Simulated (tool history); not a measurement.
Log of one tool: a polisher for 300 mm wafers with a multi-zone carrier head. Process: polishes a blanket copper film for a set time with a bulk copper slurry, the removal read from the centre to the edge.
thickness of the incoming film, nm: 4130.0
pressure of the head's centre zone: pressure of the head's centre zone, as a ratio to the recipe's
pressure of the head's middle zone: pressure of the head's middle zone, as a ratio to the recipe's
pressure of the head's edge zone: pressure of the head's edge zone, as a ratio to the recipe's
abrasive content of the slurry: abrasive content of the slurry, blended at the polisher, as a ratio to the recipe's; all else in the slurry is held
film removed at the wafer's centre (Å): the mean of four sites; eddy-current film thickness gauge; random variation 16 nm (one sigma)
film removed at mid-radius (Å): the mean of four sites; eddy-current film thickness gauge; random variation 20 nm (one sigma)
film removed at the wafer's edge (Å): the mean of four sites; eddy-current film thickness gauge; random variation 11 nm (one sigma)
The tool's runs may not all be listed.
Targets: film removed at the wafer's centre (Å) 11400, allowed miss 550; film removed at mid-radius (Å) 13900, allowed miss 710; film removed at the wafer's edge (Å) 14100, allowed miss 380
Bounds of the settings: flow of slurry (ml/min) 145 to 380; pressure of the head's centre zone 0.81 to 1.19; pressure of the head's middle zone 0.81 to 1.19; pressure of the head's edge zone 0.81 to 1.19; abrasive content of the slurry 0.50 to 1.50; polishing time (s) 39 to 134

run,hour,flow of slurry (ml/min),pressure of the head's centre zone,pressure of the head's middle zone,pressure of the head's edge zone,abrasive content of the slurry,polishing time (s),film removed at the wafer's centre (Å),film removed at mid-radius (Å),film removed at the wafer's edge (Å)
1,0.0,245,1.00,1.00,1.00,1.00,86,11652,11815,11765
2,5.0,270,1.00,1.00,1.00,1.00,86,11377,11634,11779
3,12.2,275,0.98,1.02,1.03,1.05,87,11889,12522,12288
4,20.5,280,0.95,1.01,1.06,1.05,88,11460,12332,12380
5,28.5,280,0.92,1.01,1.08,1.10,89,11297,12673,13134
6,32.5,240,0.92,1.01,1.08,1.10,89,11268,12324,12894
7,36.1,245,0.91,1.02,1.09,1.15,89,11286,13062,13111
8,39.1,245,0.90,1.02,1.10,1.15,89,10884,13049,13175
9,48.0,245,0.90,1.02,1.11,1.15,89,11559,12856,13290

5 next moves are on the table. One of them brings every result within its allowed miss. Which?
A,56.9,220,0.84,1.00,1.16,1.35,95,?,?,?
B,56.9,260,0.83,1.00,1.14,1.30,95,?,?,?
C,56.9,225,1.05,0.95,1.19,1.20,88,?,?,?
D,56.9,290,0.89,0.94,1.10,1.20,90,?,?,?
E,56.9,270,0.84,1.00,1.05,1.25,94,?,?,?

move,film removed at the wafer's centre (Å),film removed at mid-radius (Å),film removed at the wafer's edge (Å)
A,11639,14203,15312
B,11559,14237,15162
C,12767,12203,13937
D,11492,12620,13888
E,11470,13975,14267
A: takes the result that was furthest off past its target
B: takes the result that was furthest off past its target
C: brings the result that was furthest off to its target, and leaves another outside
D: brings the result that was furthest off to its target, and leaves another outside
E: meets every target
Answer: E
